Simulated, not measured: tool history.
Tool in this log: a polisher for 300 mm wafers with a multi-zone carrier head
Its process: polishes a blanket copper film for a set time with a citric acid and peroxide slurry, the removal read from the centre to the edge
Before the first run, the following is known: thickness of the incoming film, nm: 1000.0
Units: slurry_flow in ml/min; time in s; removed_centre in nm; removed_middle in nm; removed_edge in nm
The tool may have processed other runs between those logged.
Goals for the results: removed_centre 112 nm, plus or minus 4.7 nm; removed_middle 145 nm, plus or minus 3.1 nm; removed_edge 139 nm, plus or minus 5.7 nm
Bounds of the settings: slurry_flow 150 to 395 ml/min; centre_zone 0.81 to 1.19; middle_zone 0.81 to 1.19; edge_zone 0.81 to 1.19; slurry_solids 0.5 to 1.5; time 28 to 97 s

| run | hour | slurry_flow | centre_zone | middle_zone | edge_zone | slurry_solids | time | removed_centre | removed_middle | removed_edge |
|---|---|---|---|---|---|---|---|---|---|---|
| 1 | 0 | 250 | 1 | 1 | 1 | 1 | 62 | 176.39 | 182.1 | 178.51 |
| 2 | 8.1 | 250 | 1 | 1 | 1 | 0.8 | 62 | 168 | 171.68 | 170.27 |
| 3 | 13 | 250 | 1 | 1 | 1.07 | 0.8 | 62 | 170.19 | 171.03 | 177.05 |
| 4 | 16.3 | 250 | 1 | 1 | 1.07 | 0.8 | 68 | 185.46 | 187.99 | 191.83 |
| 5 | 18.7 | 250 | 1 | 1.06 | 1.07 | 0.8 | 68 | 185.6 | 197.59 | 193.03 |
| 6 | 21.5 | 240 | 0.97 | 1.06 | 1.05 | 0.75 | 66 | 173 | 189.14 | 177.38 |
| 7 | 23.3 | 250 | 0.94 | 1.06 | 1.07 | 0.7 | 63 | 154.15 | 178.43 | 171.2 |
| 8 | 25.2 | 250 | 0.92 | 1.05 | 1.06 | 0.65 | 62 | 147.91 | 170.27 | 163.94 |
| 9 | 33.6 | 250 | 0.9 | 1.05 | 1.06 | 0.6 | 61 | 139.65 | 163.88 | 161.07 |
| 10 | 38.6 | 245 | 0.88 | 1.05 | 1.05 | 0.6 | 60 | 130.64 | 161.87 | 154.15 |
| 11 | 46.2 | 235 | 0.87 | 1.04 | 1.04 | 0.6 | 60 | 132.08 | 157.34 | 155.49 |
| 12 | 51.9 | 255 | 0.81 | 1.08 | 1.05 | 0.5 | 53 | 104.71 | 138.36 | 133.89 |
| 13 | 58.9 | 260 | 0.82 | 1.08 | 1.06 | 0.5 | 53 | 106.84 | 140.43 | 132.88 |
| 14 | 63.8 | 260 | 0.82 | 1.08 | 1.07 | 0.5 | 53 | 107.17 | 141.79 | 135.08 |

Of the 5 settings listed for the next run, only one would bring every result within its allowed miss of target. Which one?
| A | 68.7 | 245 | 0.83 | 1.01 | 1.04 | 0.6 | 53 | ? | ? | ? |
| B | 68.7 | 280 | 0.82 | 1.11 | 1.09 | 0.5 | 55 | ? | ? | ? |
| C | 68.7 | 295 | 0.83 | 1.09 | 1.1 | 0.5 | 54 | ? | ? | ? |
| D | 68.7 | 245 | 0.83 | 1.12 | 1.09 | 0.5 | 56 | ? | ? | ? |
| E | 68.7 | 255 | 0.82 | 1.14 | 1.06 | 0.5 | 56 | ? | ? | ? |

| move | removed_centre | removed_middle | removed_edge |
|---|---|---|---|
| A | 109.64 | 136.96 | 136.57 |
| B | 109.26 | 149.37 | 139.75 |
| C | 109.22 | 145.15 | 138.39 |
| D | 110.75 | 150.96 | 140.65 |
| E | 110 | 154.02 | 139.3 |
A: its largest miss is bigger than the last run's
B: pushes the last run's worst result past its target
C: hits every target within its allowed miss
D: pushes the last run's worst result past its target
E: pushes the last run's worst result past its target
Go with C: it meets all targets.
